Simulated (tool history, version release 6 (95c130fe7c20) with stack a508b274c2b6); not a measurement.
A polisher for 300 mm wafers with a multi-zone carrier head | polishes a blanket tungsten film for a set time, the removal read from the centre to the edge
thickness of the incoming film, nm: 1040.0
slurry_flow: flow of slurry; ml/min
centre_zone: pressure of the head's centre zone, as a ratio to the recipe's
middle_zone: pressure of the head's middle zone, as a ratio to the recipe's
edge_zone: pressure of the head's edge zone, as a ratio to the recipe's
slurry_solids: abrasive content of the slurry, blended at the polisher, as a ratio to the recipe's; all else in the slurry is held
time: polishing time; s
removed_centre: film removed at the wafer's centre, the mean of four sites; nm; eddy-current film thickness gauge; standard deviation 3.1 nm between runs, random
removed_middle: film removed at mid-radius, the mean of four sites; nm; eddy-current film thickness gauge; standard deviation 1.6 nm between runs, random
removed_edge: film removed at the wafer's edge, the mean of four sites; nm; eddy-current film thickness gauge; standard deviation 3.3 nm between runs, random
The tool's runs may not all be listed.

run    day  slurry_flow  centre_zone  middle_zone  edge_zone  slurry_solids  time  removed_centre  removed_middle  removed_edge
  1      0          265            1            1          1              1    70          196.29          194.97        196.93
  2  0.296          270         1.04            1       1.05           1.15    72          213.22          205.94        212.76
  3  0.429          270         1.04            1       1.05           1.15    64          191.45          185.61        192.69
  4  0.604          270         1.08            1       1.05           1.15    64          198.43          183.96        195.12
  5  0.912          285         1.12         1.01       1.08           1.25    68          220.84          199.49        210.57
  6      1          285         1.12         0.93       1.08           1.25    68          220.63          188.74        215.98
  7  1.308          290         1.14         0.96        1.1           1.35    72          239.94          210.61        227.34
  8  1.383          300         1.15         0.95       1.13            1.4    75          253.27          219.21        244.78
  9  1.458          300         1.15         0.95       1.13            1.4    75          258.78          217.36        248.06

What will run 10 give?
 10  1.646          310         1.15         0.98       1.15           1.45    76               ?               ?             ?

{"run 10": {"removed_centre": 263.96, "removed_middle": 229.69, "removed_edge": 256.52}}

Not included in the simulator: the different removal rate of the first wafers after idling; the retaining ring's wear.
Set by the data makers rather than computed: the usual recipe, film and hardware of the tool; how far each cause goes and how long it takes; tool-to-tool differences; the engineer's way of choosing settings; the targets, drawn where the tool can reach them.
